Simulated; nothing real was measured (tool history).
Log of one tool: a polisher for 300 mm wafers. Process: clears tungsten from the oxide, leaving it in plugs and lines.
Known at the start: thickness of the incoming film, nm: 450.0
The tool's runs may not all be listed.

| run | hour | flow of slurry (ml/min) | pressure of the wafer on the pad (psi) | speed of the pad under the wafer (cm/s) | abrasive content of the slurry | overpolish time after the end point (s) | time until the end point was called (s) |
|---|---|---|---|---|---|---|---|
| 1 | 0.0 | 305 | 3.9 | 116 | 1.00 | 23 | 72.046 |
| 2 | 1.7 | 305 | 3.9 | 116 | 0.85 | 23 | 71.388 |
| 3 | 6.2 | 265 | 3.9 | 116 | 0.85 | 23 | 72.454 |
| 4 | 12.6 | 265 | 3.9 | 116 | 0.65 | 23 | 75.546 |
| 5 | 18.0 | 265 | 3.6 | 116 | 0.65 | 23 | 81.364 |
| 6 | 21.5 | 290 | 3.6 | 116 | 0.65 | 23 | 80.594 |

The next listed run, before its measurement:
| 7 | 24.5 | 290 | 3.3 | 116 | 0.65 | 23 | ? |

time until the end point was called (s): 86.823
